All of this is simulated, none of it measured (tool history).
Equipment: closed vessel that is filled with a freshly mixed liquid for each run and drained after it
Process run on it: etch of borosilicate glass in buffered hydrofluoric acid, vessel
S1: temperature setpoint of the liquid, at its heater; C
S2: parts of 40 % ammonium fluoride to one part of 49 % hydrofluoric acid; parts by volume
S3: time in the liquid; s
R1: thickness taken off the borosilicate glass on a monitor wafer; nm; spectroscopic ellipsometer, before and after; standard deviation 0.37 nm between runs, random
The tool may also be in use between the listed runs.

| run | hour | S1 | S2 | S3 | R1 |
|---|---|---|---|---|---|
| 1 | 0.0 | 21.0 | 15.5 | 85 | 68.956 |
| 2 | 8.3 | 19.5 | 15.5 | 85 | 62.121 |
| 3 | 16.3 | 19.5 | 15.5 | 90 | 66.005 |
| 4 | 22.5 | 19.5 | 15.5 | 90 | 67.620 |
| 5 | 25.4 | 19.5 | 12.5 | 90 | 81.065 |
| 6 | 26.0 | 17.5 | 12.5 | 90 | 74.786 |
| 7 | 29.5 | 17.5 | 14.0 | 90 | 65.286 |
| 8 | 31.7 | 17.5 | 15.0 | 90 | 61.142 |
| 9 | 32.7 | 17.5 | 16.0 | 90 | 57.016 |

Run 10 comes next. What will it give?
|  | 40.2 | hydrofluoric acid flow meter replaced |
| 10 | 40.2 | 17.0 | 21.0 | 90 | ? |

{"run 10": {"R1": 38.741}}

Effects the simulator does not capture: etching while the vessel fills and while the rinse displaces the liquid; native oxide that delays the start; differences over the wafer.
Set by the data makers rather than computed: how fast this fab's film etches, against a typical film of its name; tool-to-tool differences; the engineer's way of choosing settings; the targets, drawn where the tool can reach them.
